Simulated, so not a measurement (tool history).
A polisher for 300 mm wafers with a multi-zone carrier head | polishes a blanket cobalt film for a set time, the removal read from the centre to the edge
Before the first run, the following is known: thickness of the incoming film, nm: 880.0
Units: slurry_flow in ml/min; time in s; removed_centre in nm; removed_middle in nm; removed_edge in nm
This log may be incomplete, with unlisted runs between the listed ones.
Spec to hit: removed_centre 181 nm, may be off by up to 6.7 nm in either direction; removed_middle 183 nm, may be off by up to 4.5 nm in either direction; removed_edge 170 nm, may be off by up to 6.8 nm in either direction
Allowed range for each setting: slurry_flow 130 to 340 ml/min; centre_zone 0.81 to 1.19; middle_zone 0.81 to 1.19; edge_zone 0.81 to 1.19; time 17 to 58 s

run,hour,slurry_flow,centre_zone,middle_zone,edge_zone,time,removed_centre,removed_middle,removed_edge
1,0,220,1,1,1,37,197.55,198.64,198.66
2,7.8,170,1,1,1,37,187.65,190.62,191.37
3,10.7,165,1,1,0.97,37,186.77,189.42,185.93
4,13.5,165,1,1,0.97,44,222.89,225.83,223.42
5,14.5,165,1,0.92,0.97,44,222.28,213.14,223.95
6,23.4,165,1,0.92,1.05,44,220.2,212.58,231.81
7,24.1,160,1,0.94,1,42,209.75,203.21,214.1
8,31.6,155,1,0.95,0.96,41,203.66,199.05,206.13
9,39.1,155,1,0.97,0.93,40,201.33,196.43,197.65
10,44.8,155,1,0.97,0.93,40,198.38,197.49,196.02
11,51.8,155,1,0.97,0.91,39,190.55,193.76,192.66
12,52.4,150,1.01,0.98,0.89,38,191.23,186.97,182.37
13,55.5,145,1.01,0.99,0.88,38,188.08,188.75,178.46
14,63.4,135,1,0.97,0.83,37,172.37,174.73,174.32

Which one of the following 5 next-run settings gets every result inside its allowed miss? There is exactly one.
A,71.3,150,0.89,1.01,0.87,39,?,?,?
B,71.3,160,1.03,0.87,0.85,38,?,?,?
C,71.3,150,0.96,1.12,0.83,36,?,?,?
D,71.3,130,0.87,0.85,0.83,40,?,?,?
E,71.3,185,0.99,1,0.81,35,?,?,?

move,removed_centre,removed_middle,removed_edge
A,168.61,195.8,189.96
B,192.07,175.55,185.97
C,167.51,193.79,172.65
D,162.22,173.22,187.47
E,175.91,182.12,172.14
A: the result that was furthest off in the last run now lies on the other side of its target
B: misses by more than the last run did
C: the result that was furthest off in the last run now lies on the other side of its target
D: misses by more than the last run did
E: meets every target
The move that meets every target is E.
